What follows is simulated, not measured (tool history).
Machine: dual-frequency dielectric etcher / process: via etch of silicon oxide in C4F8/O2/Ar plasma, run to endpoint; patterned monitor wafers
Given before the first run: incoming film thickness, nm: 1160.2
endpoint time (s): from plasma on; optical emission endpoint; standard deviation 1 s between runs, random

| run | hour | source power (kW) | bias power (kW) | endpoint time (s) |
|---|---|---|---|---|
| 1 | 0 | 2.44 | 1.642 | 232.33 |
| 2 | 0.6 | 2.56 | 1.657 | 226.05 |
| 3 | 6.2 | 2.65 | 1.666 | 224.54 |
| 4 | 14.8 | 2.75 | 1.681 | 221.64 |
| 5 | 16.7 | 2.75 | 1.811 | 215.59 |
| 6 | 21.7 | 2.8 | 1.818 | 215.11 |

Run 7 has not been measured yet. What should we expect?
| 7 | 22.3 | 2.85 | 1.826 | ? |

endpoint time (s): 214.2

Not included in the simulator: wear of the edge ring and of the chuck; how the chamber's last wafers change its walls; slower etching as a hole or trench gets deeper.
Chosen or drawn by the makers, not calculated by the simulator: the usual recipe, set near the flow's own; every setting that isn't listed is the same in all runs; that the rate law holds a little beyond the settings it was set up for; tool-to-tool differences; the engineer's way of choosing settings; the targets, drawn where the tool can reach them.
